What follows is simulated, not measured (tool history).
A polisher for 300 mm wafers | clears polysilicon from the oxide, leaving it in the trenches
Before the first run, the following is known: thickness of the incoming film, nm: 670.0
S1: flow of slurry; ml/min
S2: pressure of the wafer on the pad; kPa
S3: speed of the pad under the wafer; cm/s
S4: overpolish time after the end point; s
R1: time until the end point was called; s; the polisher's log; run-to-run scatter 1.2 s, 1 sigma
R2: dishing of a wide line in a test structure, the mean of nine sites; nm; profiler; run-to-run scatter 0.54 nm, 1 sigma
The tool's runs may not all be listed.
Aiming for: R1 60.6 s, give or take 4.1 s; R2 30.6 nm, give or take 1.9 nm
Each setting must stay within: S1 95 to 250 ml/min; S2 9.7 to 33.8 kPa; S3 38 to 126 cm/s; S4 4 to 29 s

run 1 hour=0 | S1=160 S2=21.4 S3=82 S4=15 | R1=45.467 R2=58.179
run 2 hour=7.1 | S1=185 S2=21.4 S3=82 S4=15 | R1=44.919 R2=57.591
run 3 hour=8.7 | S1=155 S2=21.4 S3=82 S4=15 | R1=44.439 R2=56.403
run 4 hour=15.4 | S1=155 S2=21.4 S3=82 S4=20 | R1=46.648 R2=58.046
run 5 hour=17.9 | S1=155 S2=16.5 S3=82 S4=20 | R1=54.589 R2=58.284
run 6 hour=22.9 | S1=145 S2=17.9 S3=76 S4=18 | R1=55.778 R2=56.875
run 7 hour=26.8 | S1=140 S2=19.3 S3=70 S4=16 | R1=60.196 R2=55.946
run 8 hour=31.2 | S1=135 S2=21.4 S3=66 S4=14 | R1=59.176 R2=54.212
run 9 hour=36 | S1=130 S2=22.8 S3=62 S4=13 | R1=58.698 R2=52.896
run 10 hour=37.4 | S1=125 S2=24.1 S3=58 S4=12 | R1=61.357 R2=51.985
run 11 hour=43 | S1=120 S2=25.5 S3=56 S4=11 | R1=61.002 R2=50.1
run 12 hour=43.7 | S1=115 S2=26.9 S3=54 S4=10 | R1=59.977 R2=49.688
run 13 hour=49.4 | S1=110 S2=27.6 S3=52 S4=9 | R1=61.359 R2=45.718
-- hour=54 worn pad replaced by a new one
run 14 hour=54 | S1=110 S2=28.3 S3=50 S4=8 | R1=56.445 R2=45.446
run 15 hour=56.2 | S1=110 S2=29 S3=48 S4=7 | R1=58.242 R2=42.974

Below are 5 possible settings for the next run. Only one of them brings all results inside the allowed miss of their targets. Which is it?
run A hour=58.4 | S1=170 S2=20.7 S3=54 S4=14 | R1=? R2=?
run B hour=58.4 | S1=120 S2=26.2 S3=48 S4=4 | R1=? R2=?
run C hour=58.4 | S1=105 S2=29.6 S3=38 S4=4 | R1=? R2=?
run D hour=58.4 | S1=135 S2=23.4 S3=50 S4=14 | R1=? R2=?
run E hour=58.4 | S1=165 S2=25.5 S3=38 S4=4 | R1=? R2=?

move=A R1=61.015 R2=54.029
move=B R1=61.109 R2=30.071
move=C R1=71.53 R2=26.911
move=D R1=62.387 R2=53.758
move=E R1=72.812 R2=26.565
A: lands further from the targets than the last run did
B: every result lands within tolerance
C: the result that was furthest off in the last run now lies on the other side of its target
D: lands further from the targets than the last run did
E: the result that was furthest off in the last run now lies on the other side of its target
B meets every target.
